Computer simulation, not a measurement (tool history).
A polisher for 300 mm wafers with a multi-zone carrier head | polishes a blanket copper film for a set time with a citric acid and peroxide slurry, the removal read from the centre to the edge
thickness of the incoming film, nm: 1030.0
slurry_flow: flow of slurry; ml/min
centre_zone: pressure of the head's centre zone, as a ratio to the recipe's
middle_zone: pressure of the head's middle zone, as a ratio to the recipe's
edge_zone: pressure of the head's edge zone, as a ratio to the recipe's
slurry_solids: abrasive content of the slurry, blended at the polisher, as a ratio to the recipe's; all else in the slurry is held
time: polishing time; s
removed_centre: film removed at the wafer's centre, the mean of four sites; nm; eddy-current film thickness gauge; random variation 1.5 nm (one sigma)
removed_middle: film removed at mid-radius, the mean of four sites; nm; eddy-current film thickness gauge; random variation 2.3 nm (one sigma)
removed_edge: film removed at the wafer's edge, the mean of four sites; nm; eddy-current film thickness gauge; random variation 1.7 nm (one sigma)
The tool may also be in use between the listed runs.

run	hour	slurry_flow	centre_zone	middle_zone	edge_zone	slurry_solids	time	removed_centre	removed_middle	removed_edge
1	0	230	1	1	1	1	87	248.29	232.25	235.24
2	1.5	240	0.99	1.02	1.02	1	87	250.38	236.4	236.64
3	5.6	240	0.97	1.03	1.03	1.05	87	244.87	241.7	239.09
4	14.3	240	0.89	1.03	1.03	1.05	87	223.57	241.47	237.58
5	21.2	245	0.89	1.04	1.05	1.1	87	228.4	243.18	244.9
# hour 29.1: centre zone pressure recalibrated
6	29.1	245	0.89	1.04	1.05	1.1	76	185.58	216.03	213.23
7	31	255	0.9	1.06	1.06	1.15	77	192.33	219.95	219.5
8	32.4	230	0.91	1.16	1.02	1.4	98	254.51	307	280.9

Forecast run 9:
9	37.4	225	0.91	1.16	1.02	1.4	98	?	?	?

Run 9 gave removed_centre 251.25 nm, removed_middle 306.43 nm, removed_edge 280.32 nm.
